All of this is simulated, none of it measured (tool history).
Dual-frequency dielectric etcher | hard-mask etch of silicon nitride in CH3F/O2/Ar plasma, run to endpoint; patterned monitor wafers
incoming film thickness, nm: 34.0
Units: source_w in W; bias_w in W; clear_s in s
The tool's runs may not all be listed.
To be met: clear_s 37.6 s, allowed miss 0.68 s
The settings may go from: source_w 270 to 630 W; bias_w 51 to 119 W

{"run": 1, "hour": 0.0, "source_w": 450, "bias_w": 85, "clear_s": 44.672}
{"run": 2, "hour": 4.2, "source_w": 500, "bias_w": 85, "clear_s": 42.716}
{"run": 3, "hour": 9.2, "source_w": 510, "bias_w": 86, "clear_s": 42.675}
{"run": 4, "hour": 16.0, "source_w": 520, "bias_w": 88, "clear_s": 41.51}
{"run": 5, "hour": 19.2, "source_w": 530, "bias_w": 88, "clear_s": 40.944}
{"run": 6, "hour": 22.1, "source_w": 540, "bias_w": 88, "clear_s": 40.594}
{"run": 7, "hour": 27.9, "source_w": 550, "bias_w": 88, "clear_s": 40.628}
{"hour": 34.0, "done": "source power generator calibrated"}
{"run": 8, "hour": 34.0, "source_w": 560, "bias_w": 89, "clear_s": 39.203}
{"run": 9, "hour": 38.5, "source_w": 580, "bias_w": 89, "clear_s": 39.034}

5 next moves are on the table. One of them brings every result within its allowed miss. Which?
{"run": "A", "hour": 43.0, "source_w": 610, "bias_w": 84, "clear_s": "?"}
{"run": "B", "hour": 43.0, "source_w": 540, "bias_w": 83, "clear_s": "?"}
{"run": "C", "hour": 43.0, "source_w": 490, "bias_w": 90, "clear_s": "?"}
{"run": "D", "hour": 43.0, "source_w": 500, "bias_w": 90, "clear_s": "?"}
{"run": "E", "hour": 43.0, "source_w": 600, "bias_w": 94, "clear_s": "?"}

move=A clear_s=39.32
move=B clear_s=41.584
move=C clear_s=41.675
move=D clear_s=41.327
move=E clear_s=37.573
A: further off than the last run
B: further off than the last run
C: further off than the last run
D: further off than the last run
E: meets every target
Answer: E

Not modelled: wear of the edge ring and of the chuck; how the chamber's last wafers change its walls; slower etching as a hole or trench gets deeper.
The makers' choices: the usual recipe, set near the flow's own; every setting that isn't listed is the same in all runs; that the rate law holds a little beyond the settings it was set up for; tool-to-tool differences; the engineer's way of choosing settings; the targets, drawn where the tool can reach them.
